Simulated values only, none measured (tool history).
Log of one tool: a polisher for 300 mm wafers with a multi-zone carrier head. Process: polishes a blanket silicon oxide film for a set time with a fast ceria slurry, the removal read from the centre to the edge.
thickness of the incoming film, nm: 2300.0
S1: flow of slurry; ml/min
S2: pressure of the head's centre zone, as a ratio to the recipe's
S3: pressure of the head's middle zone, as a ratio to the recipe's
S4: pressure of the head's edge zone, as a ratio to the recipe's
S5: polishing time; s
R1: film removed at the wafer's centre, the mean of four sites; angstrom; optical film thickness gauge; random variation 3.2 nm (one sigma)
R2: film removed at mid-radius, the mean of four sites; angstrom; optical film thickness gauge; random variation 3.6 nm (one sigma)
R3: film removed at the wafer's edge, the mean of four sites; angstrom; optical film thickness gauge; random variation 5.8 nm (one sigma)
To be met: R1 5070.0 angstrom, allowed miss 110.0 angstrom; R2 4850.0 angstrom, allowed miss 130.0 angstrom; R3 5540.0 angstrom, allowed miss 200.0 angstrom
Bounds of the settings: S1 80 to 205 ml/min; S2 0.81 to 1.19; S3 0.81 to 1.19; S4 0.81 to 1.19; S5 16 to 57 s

| run | hour | S1 | S2 | S3 | S4 | S5 | R1 | R2 | R3 |
|---|---|---|---|---|---|---|---|---|---|
| 1 | 0.0 | 135 | 1.00 | 1.00 | 1.00 | 36 | 5946.2 | 5932.5 | 5905.0 |
| 2 | 5.4 | 160 | 1.00 | 1.00 | 1.00 | 36 | 6164.1 | 6148.8 | 6068.6 |
| 3 | 12.2 | 160 | 0.97 | 1.00 | 1.00 | 36 | 6037.1 | 6039.8 | 6100.3 |
| 4 | 19.8 | 145 | 0.95 | 0.97 | 0.99 | 36 | 5714.4 | 5937.0 | 6063.7 |
| 5 | 20.4 | 135 | 0.95 | 0.97 | 0.99 | 36 | 5656.8 | 5824.2 | 5949.6 |
| 6 | 23.3 | 125 | 0.95 | 0.93 | 0.98 | 36 | 5510.3 | 5592.8 | 5732.4 |
| 7 | 28.0 | 115 | 0.95 | 0.90 | 1.00 | 36 | 5336.0 | 5379.0 | 5762.8 |
| 8 | 33.8 | 110 | 0.95 | 0.88 | 1.00 | 36 | 5263.3 | 5173.0 | 5786.0 |
| 9 | 35.4 | 105 | 0.95 | 0.87 | 1.00 | 36 | 5218.7 | 5117.3 | 5709.1 |
| 10 | 42.3 | 105 | 0.95 | 0.87 | 1.00 | 36 | 5204.0 | 5039.6 | 5823.0 |
| 11 | 50.0 | 100 | 0.95 | 0.87 | 0.99 | 36 | 5133.7 | 5023.3 | 5537.6 |

Which of these 4 next moves meets every target?
| A | 57.7 | 115 | 0.88 | 0.93 | 1.00 | 35 | ? | ? | ? |
| B | 57.7 | 115 | 0.94 | 0.96 | 0.84 | 34 | ? | ? | ? |
| C | 57.7 | 90 | 0.92 | 0.81 | 0.88 | 38 | ? | ? | ? |
| D | 57.7 | 125 | 0.92 | 0.95 | 0.87 | 33 | ? | ? | ? |

| move | R1 | R2 | R3 |
|---|---|---|---|
| A | 4905.3 | 5177.7 | 5646.1 |
| B | 5093.7 | 5131.7 | 5057.7 |
| C | 5078.5 | 4770.7 | 5481.5 |
| D | 4961.5 | 5058.4 | 5064.4 |
A: further off than the last run
B: further off than the last run
C: meets every target
D: further off than the last run
Answer: C

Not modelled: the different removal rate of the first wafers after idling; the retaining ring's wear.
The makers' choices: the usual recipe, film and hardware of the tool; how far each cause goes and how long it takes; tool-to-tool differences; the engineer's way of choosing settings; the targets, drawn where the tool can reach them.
